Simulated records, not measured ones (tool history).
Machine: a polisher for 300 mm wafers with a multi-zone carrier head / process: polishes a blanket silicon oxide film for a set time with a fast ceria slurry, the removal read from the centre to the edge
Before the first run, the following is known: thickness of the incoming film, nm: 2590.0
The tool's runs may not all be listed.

run,hour,flow of slurry (ml/min),pressure of the head's centre zone,pressure of the head's middle zone,pressure of the head's edge zone,polishing time (s),film removed at the wafer's centre (nm),film removed at mid-radius (nm),film removed at the wafer's edge (nm)
1,0.0,310,1.00,1.00,1.00,43,708.63,770.88,790.30
2,3.1,305,1.00,0.95,0.97,42,707.07,712.38,755.89
3,7.7,305,1.00,0.95,0.97,51,860.82,874.81,928.02
4,10.1,300,0.98,0.92,0.94,48,805.14,795.19,849.13
5,14.1,295,0.95,0.89,0.93,46,729.71,738.64,805.40
6,20.9,295,0.95,0.95,0.93,46,740.42,776.29,815.09

Run 7 is up next; what results do you expect?
7,26.2,290,0.94,0.91,0.91,45,?,?,?

{"run 7": {"film removed at the wafer's centre (nm)": 696.02, "film removed at mid-radius (nm)": 736.85, "film removed at the wafer's edge (nm)": 780.87}}
